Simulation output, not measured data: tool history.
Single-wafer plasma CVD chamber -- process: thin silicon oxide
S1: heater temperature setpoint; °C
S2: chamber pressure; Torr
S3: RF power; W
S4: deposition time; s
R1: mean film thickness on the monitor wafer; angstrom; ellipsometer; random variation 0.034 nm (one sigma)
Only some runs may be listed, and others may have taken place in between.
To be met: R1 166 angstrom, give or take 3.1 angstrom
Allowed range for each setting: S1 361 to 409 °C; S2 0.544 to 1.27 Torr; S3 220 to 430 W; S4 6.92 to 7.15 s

run    day   S1     S2   S3    S4      R1
  1      0  385  0.907  325  6.92  141.85
  2  0.125  394  0.907  325  6.92  140.99
  3   0.15  386  0.907  325  6.92  141.63
  4   0.35  386  1.028  325  6.92  157.61
  5  0.675  386  1.028  295  6.92  151.29
  6  1.008  386   1.06  295  6.92  155.38
  7  1.338  386  1.083  295  6.92  157.27
  8  1.462  386  1.103  295  6.92   159.7
  9  1.621  386  1.118  295  6.92  161.15
 10  1.783  386   1.13  295  6.92  162.22

Pick the move, out of 4, that brings all results within their allowed miss; only one does.
  A  1.946  387  1.159  290  6.97   ?
  B  1.946  387  1.102  290  6.92   ?
  C  1.946  389  1.085  300  6.92   ?
  D  1.946  388  1.056  280  7.15   ?

move      R1
   A  165.39
   B  158.17
   C  158.49
   D   155.8
A: all results land within tolerance of their targets
B: moves away from the targets compared with the last run
C: moves away from the targets compared with the last run
D: moves away from the targets compared with the last run
Move A is the one to make.
